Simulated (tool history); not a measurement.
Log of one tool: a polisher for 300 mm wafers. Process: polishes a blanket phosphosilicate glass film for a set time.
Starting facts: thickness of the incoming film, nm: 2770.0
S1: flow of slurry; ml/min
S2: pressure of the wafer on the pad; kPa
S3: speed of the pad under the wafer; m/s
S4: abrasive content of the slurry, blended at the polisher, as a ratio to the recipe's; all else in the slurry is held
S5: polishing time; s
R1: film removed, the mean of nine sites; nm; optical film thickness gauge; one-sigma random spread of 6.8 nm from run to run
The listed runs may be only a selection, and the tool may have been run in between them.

run,day,S1,S2,S3,S4,S5,R1
1,0,270,25.5,0.9,1,46,394.37
2,0.058,270,26.9,0.9,1,46,413.64
3,0.379,270,26.9,0.9,0.85,46,403.32
4,0.546,270,26.9,0.9,1,46,415.37
5,0.825,270,28.3,0.9,1,46,427.06
6,1.096,205,28.3,0.9,1,46,416.99
7,1.425,210,29.6,0.9,1,46,439.03
8,1.617,210,31,0.9,1,46,452.3

What does the tool deliver on the next run?
9,1.921,210,31.7,0.9,1,46,?

R1: 462.35 nm

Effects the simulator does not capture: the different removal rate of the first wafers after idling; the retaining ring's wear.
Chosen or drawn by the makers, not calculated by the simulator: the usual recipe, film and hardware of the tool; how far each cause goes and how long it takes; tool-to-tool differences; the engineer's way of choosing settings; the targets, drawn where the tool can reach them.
